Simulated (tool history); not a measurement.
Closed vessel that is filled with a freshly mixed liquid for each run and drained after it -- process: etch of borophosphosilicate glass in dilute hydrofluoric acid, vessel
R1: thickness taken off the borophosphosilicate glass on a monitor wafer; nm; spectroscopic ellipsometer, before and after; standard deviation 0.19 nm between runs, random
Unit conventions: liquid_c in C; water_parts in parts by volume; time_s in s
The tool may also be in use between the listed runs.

run 1 hour=0 | liquid_c=21 water_parts=140 time_s=95 | R1=28.333
run 2 hour=1.7 | liquid_c=21 water_parts=165 time_s=95 | R1=23.296
run 3 hour=10.4 | liquid_c=21 water_parts=125 time_s=95 | R1=32.46
run 4 hour=15.7 | liquid_c=21 water_parts=125 time_s=105 | R1=35.767
run 5 hour=20.5 | liquid_c=21 water_parts=125 time_s=105 | R1=35.515
run 6 hour=28.2 | liquid_c=21.5 water_parts=125 time_s=105 | R1=36.127
run 7 hour=32.1 | liquid_c=22 water_parts=125 time_s=105 | R1=37.44
run 8 hour=33.2 | liquid_c=22.5 water_parts=125 time_s=105 | R1=37.911

For run 9, what comes out?
-- hour=42.5 thermometer replaced
run 9 hour=42.5 | liquid_c=23 water_parts=125 time_s=105 | R1=?

Logged for run 9: R1 40.357 nm.
